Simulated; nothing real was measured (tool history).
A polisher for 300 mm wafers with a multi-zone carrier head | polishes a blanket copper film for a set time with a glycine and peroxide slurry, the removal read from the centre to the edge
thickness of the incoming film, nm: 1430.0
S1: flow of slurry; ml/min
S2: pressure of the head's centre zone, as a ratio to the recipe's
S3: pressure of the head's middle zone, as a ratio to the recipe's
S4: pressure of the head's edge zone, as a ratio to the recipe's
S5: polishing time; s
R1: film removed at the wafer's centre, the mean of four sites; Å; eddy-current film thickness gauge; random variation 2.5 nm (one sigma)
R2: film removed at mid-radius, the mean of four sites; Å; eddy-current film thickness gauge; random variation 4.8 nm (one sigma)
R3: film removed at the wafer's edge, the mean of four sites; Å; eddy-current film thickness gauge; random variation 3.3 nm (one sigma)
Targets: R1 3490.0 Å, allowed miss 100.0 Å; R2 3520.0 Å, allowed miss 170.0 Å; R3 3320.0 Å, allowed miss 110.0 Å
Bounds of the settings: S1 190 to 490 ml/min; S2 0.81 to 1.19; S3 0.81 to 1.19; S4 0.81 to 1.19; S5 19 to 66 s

Run 1, hour 0.0: S1 315 ml/min, S2 1.00, S3 1.00, S4 1.00, S5 42 s. Result: R1 2337.5 Å, R2 2348.3 Å, R3 2301.7 Å.
Run 2, hour 2.5: S1 315 ml/min, S2 1.00, S3 1.00, S4 1.00, S5 37 s. Result: R1 2054.2 Å, R2 2097.5 Å, R3 2090.8 Å.
Run 3, hour 9.1: S1 315 ml/min, S2 1.00, S3 1.00, S4 1.06, S5 37 s. Result: R1 2067.1 Å, R2 2061.8 Å, R3 2099.0 Å.
Run 4, hour 13.9: S1 260 ml/min, S2 1.00, S3 1.00, S4 1.06, S5 37 s. Result: R1 2005.6 Å, R2 2018.6 Å, R3 2109.1 Å.
Run 5, hour 18.0: S1 250 ml/min, S2 1.02, S3 1.03, S4 1.06, S5 43 s. Result: R1 2333.9 Å, R2 2465.5 Å, R3 2414.9 Å.
Run 6, hour 25.3: S1 250 ml/min, S2 0.99, S3 1.03, S4 1.06, S5 43 s. Result: R1 2294.2 Å, R2 2447.2 Å, R3 2389.8 Å.
Run 7, hour 34.3: S1 245 ml/min, S2 1.03, S3 1.04, S4 1.08, S5 47 s. Result: R1 2625.5 Å, R2 2650.6 Å, R3 2668.5 Å.
Run 8, hour 40.5: S1 245 ml/min, S2 1.05, S3 1.07, S4 1.09, S5 49 s. Result: R1 2803.1 Å, R2 2818.8 Å, R3 2786.7 Å.

Which of these 4 next moves meets every target?
Run A, hour 46.7: S1 235 ml/min, S2 1.16, S3 1.02, S4 1.19, S5 62 s. Result: R1 ?, R2 ?, R3 ?.
Run B, hour 46.7: S1 260 ml/min, S2 1.08, S3 1.09, S4 1.07, S5 59 s. Result: R1 ?, R2 ?, R3 ?.
Run C, hour 46.7: S1 245 ml/min, S2 1.05, S3 1.08, S4 1.12, S5 42 s. Result: R1 ?, R2 ?, R3 ?.
Run D, hour 46.7: S1 190 ml/min, S2 0.81, S3 1.04, S4 1.17, S5 62 s. Result: R1 ?, R2 ?, R3 ?.

move      R1      R2      R3
   A  3847.6  3374.5  3538.5
   B  3453.9  3439.8  3265.0
   C  2371.8  2413.4  2350.8
   D  2594.5  3339.5  3440.9
A: takes the result that was furthest off past its target
B: meets every target
C: further off than the last run
D: further off than the last run
Move B is the one to make.
